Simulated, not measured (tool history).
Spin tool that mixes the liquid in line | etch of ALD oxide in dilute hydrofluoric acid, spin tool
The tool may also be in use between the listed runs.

| run | hour | temperature setpoint of the liquid (K) | parts of water to one part of 49 % hydrofluoric acid (parts by volume) | time under the liquid (s) | thickness taken off the ALD oxide on a monitor wafer (nm) |
|---|---|---|---|---|---|
| 1 | 0 | 296.15 | 80 | 45 | 10.32 |
| 2 | 4.5 | 294.15 | 90 | 45 | 8.4202 |
| 3 | 7.2 | 292.65 | 90 | 45 | 7.8667 |
| 4 | 10.3 | 294.15 | 90 | 45 | 8.4192 |
|  | 12.4 | hydrofluoric acid flow meter replaced |
| 5 | 12.4 | 294.15 | 90 | 50 | 8.5891 |
| 6 | 15.4 | 293.15 | 95 | 50 | 7.7391 |
| 7 | 18.6 | 292.15 | 95 | 50 | 7.4098 |

Forecast run 8:
| 8 | 25.2 | 291.65 | 95 | 50 | ? |

thickness taken off the ALD oxide on a monitor wafer (nm): 7.3302

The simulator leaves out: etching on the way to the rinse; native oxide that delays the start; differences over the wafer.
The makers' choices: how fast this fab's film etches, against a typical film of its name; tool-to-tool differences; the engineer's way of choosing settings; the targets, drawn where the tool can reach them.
